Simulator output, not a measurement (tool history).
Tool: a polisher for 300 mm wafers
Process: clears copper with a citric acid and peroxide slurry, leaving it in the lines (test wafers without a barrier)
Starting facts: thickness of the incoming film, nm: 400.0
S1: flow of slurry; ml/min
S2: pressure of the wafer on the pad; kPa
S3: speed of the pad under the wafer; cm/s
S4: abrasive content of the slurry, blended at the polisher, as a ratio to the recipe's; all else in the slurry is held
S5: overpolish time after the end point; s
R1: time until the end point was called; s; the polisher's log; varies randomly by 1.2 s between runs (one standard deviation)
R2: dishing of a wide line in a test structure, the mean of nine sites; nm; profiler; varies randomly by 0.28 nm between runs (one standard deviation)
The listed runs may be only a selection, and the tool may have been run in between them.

{"run": 1, "hour": 0.0, "S1": 160, "S2": 24.1, "S3": 94, "S4": 1.0, "S5": 22, "R1": 158.28, "R2": 36.271}
{"run": 2, "hour": 3.8, "S1": 165, "S2": 24.8, "S3": 100, "S4": 1.0, "S5": 18, "R1": 148.62, "R2": 32.361}
{"run": 3, "hour": 9.3, "S1": 190, "S2": 25.5, "S3": 108, "S4": 0.95, "S5": 15, "R1": 134.35, "R2": 29.014}
{"run": 4, "hour": 11.9, "S1": 190, "S2": 25.5, "S3": 126, "S4": 0.95, "S5": 15, "R1": 116.63, "R2": 34.154}
{"run": 5, "hour": 16.9, "S1": 190, "S2": 25.5, "S3": 126, "S4": 1.05, "S5": 15, "R1": 111.12, "R2": 35.025}
{"run": 6, "hour": 18.0, "S1": 190, "S2": 25.5, "S3": 126, "S4": 1.2, "S5": 15, "R1": 106.39, "R2": 35.955}
{"hour": 20.7, "done": "head pressure recalibrated"}
{"run": 7, "hour": 20.7, "S1": 205, "S2": 25.5, "S3": 126, "S4": 1.3, "S5": 13, "R1": 97.836, "R2": 35.338}
{"run": 8, "hour": 23.1, "S1": 220, "S2": 23.4, "S3": 132, "S4": 1.35, "S5": 11, "R1": 96.13, "R2": 29.999}
{"run": 9, "hour": 28.1, "S1": 230, "S2": 22.1, "S3": 136, "S4": 1.4, "S5": 10, "R1": 98.117, "R2": 27.893}
{"run": 10, "hour": 34.4, "S1": 230, "S2": 22.1, "S3": 136, "S4": 1.4, "S5": 10, "R1": 100.65, "R2": 27.55}
{"run": 11, "hour": 41.7, "S1": 235, "S2": 21.4, "S3": 138, "S4": 1.45, "S5": 9, "R1": 97.428, "R2": 24.904}

What will run 12 give?
{"run": 12, "hour": 49.7, "S1": 235, "S2": 21.4, "S3": 138, "S4": 1.45, "S5": 9, "R1": "?", "R2": "?"}

Run 12 came out at R1 97.091 s, R2 24.797 nm.
